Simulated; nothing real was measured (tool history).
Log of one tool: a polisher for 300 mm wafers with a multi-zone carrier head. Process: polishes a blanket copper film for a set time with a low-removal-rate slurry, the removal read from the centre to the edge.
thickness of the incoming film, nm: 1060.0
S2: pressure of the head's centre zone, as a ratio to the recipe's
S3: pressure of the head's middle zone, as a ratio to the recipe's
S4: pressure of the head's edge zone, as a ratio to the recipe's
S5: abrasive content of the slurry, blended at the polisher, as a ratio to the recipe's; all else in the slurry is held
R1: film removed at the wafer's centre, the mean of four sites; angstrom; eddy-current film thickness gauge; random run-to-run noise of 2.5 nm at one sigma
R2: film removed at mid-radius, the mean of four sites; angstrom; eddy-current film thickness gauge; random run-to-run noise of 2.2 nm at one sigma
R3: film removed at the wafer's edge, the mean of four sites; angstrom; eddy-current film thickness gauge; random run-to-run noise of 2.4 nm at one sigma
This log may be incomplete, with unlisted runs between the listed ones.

{"run": 1, "hour": 0.0, "flow of slurry (ml/min)": 190, "S2": 1, "S3": 1, "S4": 1, "S5": 1, "polishing time (s)": 68, "R1": 2647.5, "R2": 2730.7, "R3": 2662.1}
{"run": 2, "hour": 5.3, "flow of slurry (ml/min)": 190, "S2": 1.01, "S3": 0.99, "S4": 0.98, "S5": 0.9, "polishing time (s)": 63, "R1": 2405.8, "R2": 2375.6, "R3": 2444.3}
{"run": 3, "hour": 13.1, "flow of slurry (ml/min)": 215, "S2": 1.01, "S3": 0.99, "S4": 0.98, "S5": 0.9, "polishing time (s)": 63, "R1": 2451.3, "R2": 2515.4, "R3": 2421.9}
{"run": 4, "hour": 20.1, "flow of slurry (ml/min)": 215, "S2": 1.01, "S3": 0.99, "S4": 0.92, "S5": 0.9, "polishing time (s)": 63, "R1": 2458.5, "R2": 2510.7, "R3": 2349.7}
{"run": 5, "hour": 26.4, "flow of slurry (ml/min)": 190, "S2": 1.01, "S3": 0.99, "S4": 0.92, "S5": 0.9, "polishing time (s)": 63, "R1": 2384.3, "R2": 2393.4, "R3": 2384.7}
{"run": 6, "hour": 35.2, "flow of slurry (ml/min)": 205, "S2": 1.02, "S3": 0.99, "S4": 0.91, "S5": 0.85, "polishing time (s)": 59, "R1": 2329.4, "R2": 2240.3, "R3": 2148.4}
{"run": 7, "hour": 39.1, "flow of slurry (ml/min)": 205, "S2": 1.02, "S3": 0.99, "S4": 0.91, "S5": 0.85, "polishing time (s)": 59, "R1": 2238.6, "R2": 2287, "R3": 2187.4}
{"run": 8, "hour": 41.7, "flow of slurry (ml/min)": 215, "S2": 1.03, "S3": 0.98, "S4": 0.9, "S5": 0.8, "polishing time (s)": 56, "R1": 2115.2, "R2": 2137.4, "R3": 2042.9}

For run 9, what comes out?
{"run": 9, "hour": 46.8, "flow of slurry (ml/min)": 220, "S2": 1.05, "S3": 0.98, "S4": 0.89, "S5": 0.75, "polishing time (s)": 54, "R1": "?", "R2": "?", "R3": "?"}

Run 9 came out at R1 2108 angstrom, R2 2026.4 angstrom, R3 1926.3 angstrom.

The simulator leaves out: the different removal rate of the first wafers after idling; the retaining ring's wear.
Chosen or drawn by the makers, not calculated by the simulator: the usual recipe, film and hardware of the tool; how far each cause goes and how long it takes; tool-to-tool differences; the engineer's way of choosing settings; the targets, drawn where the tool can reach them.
